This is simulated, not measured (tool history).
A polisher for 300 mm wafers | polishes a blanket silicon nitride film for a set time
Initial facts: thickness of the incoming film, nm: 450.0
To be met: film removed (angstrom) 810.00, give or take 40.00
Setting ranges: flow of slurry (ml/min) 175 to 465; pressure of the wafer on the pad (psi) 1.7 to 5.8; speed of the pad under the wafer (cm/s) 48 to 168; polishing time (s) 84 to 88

run	hour	flow of slurry (ml/min)	pressure of the wafer on the pad (psi)	speed of the pad under the wafer (cm/s)	polishing time (s)	film removed (angstrom)
1	0.0	295	3.7	108	84	1490.10
2	6.9	295	4.1	108	84	1609.80
3	10.9	245	4.1	108	84	1543.00
4	14.2	240	3.8	106	84	1450.50
5	15.1	190	3.8	106	84	1409.50
6	17.7	190	3.5	104	84	1263.30
7	25.0	190	3.5	104	84	1278.00
8	27.5	190	2.5	98	84	892.19

Exercise: of the 5 proposed moves below, exactly one satisfies all targets within the stated allowed misses. Which move is it?
A	30.0	200	2.9	94	84	?
B	30.0	205	2.9	80	88	?
C	30.0	180	2.5	108	88	?
D	30.0	215	2.5	104	84	?
E	30.0	260	2.1	100	84	?

move	film removed (angstrom)
A	973.70
B	912.29
C	961.21
D	918.92
E	775.47
A: the biggest miss grows against the last run
B: the biggest miss grows against the last run
C: the biggest miss grows against the last run
D: the biggest miss grows against the last run
E: every result within its allowed miss
The move that meets every target is E.

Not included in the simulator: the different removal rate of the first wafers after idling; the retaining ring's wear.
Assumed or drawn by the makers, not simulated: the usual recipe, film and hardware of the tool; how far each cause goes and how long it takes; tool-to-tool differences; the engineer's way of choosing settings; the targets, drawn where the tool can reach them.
